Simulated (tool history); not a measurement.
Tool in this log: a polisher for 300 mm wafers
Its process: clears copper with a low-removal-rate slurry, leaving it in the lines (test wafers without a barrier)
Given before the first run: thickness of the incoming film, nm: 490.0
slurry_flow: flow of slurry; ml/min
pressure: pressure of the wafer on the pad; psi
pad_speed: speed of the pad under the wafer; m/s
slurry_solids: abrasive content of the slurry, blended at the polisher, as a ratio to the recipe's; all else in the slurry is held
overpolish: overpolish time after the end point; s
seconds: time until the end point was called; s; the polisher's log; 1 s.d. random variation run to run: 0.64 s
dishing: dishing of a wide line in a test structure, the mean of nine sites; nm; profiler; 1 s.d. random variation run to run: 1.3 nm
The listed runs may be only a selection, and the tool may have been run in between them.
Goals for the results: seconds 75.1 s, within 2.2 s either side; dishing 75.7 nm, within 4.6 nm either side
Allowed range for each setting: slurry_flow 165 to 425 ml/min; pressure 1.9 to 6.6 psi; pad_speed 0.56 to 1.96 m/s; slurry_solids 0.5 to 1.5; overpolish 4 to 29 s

run 1 day=0 | slurry_flow=275 pressure=4.2 pad_speed=1.26 slurry_solids=1 overpolish=15 | seconds=91.712 dishing=50.613
run 2 day=0.104 | slurry_flow=275 pressure=4.2 pad_speed=1.26 slurry_solids=1.15 overpolish=15 | seconds=90.392 dishing=53.52
run 3 day=0.204 | slurry_flow=280 pressure=4.4 pad_speed=1.26 slurry_solids=1.15 overpolish=16 | seconds=86.628 dishing=59.557
run 4 day=0.5 | slurry_flow=280 pressure=3.6 pad_speed=1.26 slurry_solids=1.15 overpolish=16 | seconds=103.75 dishing=48.893
run 5 day=0.579 | slurry_flow=280 pressure=3 pad_speed=1.26 slurry_solids=1.15 overpolish=16 | seconds=125.83 dishing=41.663
run 6 day=0.838 | slurry_flow=285 pressure=3.4 pad_speed=1.26 slurry_solids=1.15 overpolish=16 | seconds=109.03 dishing=47.088
run 7 day=1.021 | slurry_flow=320 pressure=4.6 pad_speed=1.26 slurry_solids=1.15 overpolish=19 | seconds=81.58 dishing=67.584
run 8 day=1.196 | slurry_flow=320 pressure=4.7 pad_speed=1.26 slurry_solids=1.15 overpolish=19 | seconds=80.215 dishing=69.542
run 9 day=1.317 | slurry_flow=320 pressure=4.8 pad_speed=1.26 slurry_solids=1.15 overpolish=19 | seconds=77.483 dishing=70.167

Which single option among these 5 for the next run brings every result within its allowed miss of target? Just one does.
run A day=1.438 | slurry_flow=305 pressure=5.5 pad_speed=1.1 slurry_solids=1.2 overpolish=16 | seconds=? dishing=?
run B day=1.438 | slurry_flow=340 pressure=4.3 pad_speed=1.36 slurry_solids=1.25 overpolish=17 | seconds=? dishing=?
run C day=1.438 | slurry_flow=320 pressure=4.6 pad_speed=1.22 slurry_solids=1.4 overpolish=17 | seconds=? dishing=?
run D day=1.438 | slurry_flow=355 pressure=4.3 pad_speed=1.4 slurry_solids=1.15 overpolish=15 | seconds=? dishing=?
run E day=1.438 | slurry_flow=285 pressure=4 pad_speed=1.54 slurry_solids=1.3 overpolish=20 | seconds=? dishing=?

move=A seconds=77.978 dishing=64.219
move=B seconds=79.277 dishing=65.404
move=C seconds=80.494 dishing=64.949
move=D seconds=78.502 dishing=59.707
move=E seconds=75.496 dishing=76.218
A: moves away from the targets compared with the last run
B: moves away from the targets compared with the last run
C: moves away from the targets compared with the last run
D: moves away from the targets compared with the last run
E: every result lands within tolerance
Go with E: it meets all targets.

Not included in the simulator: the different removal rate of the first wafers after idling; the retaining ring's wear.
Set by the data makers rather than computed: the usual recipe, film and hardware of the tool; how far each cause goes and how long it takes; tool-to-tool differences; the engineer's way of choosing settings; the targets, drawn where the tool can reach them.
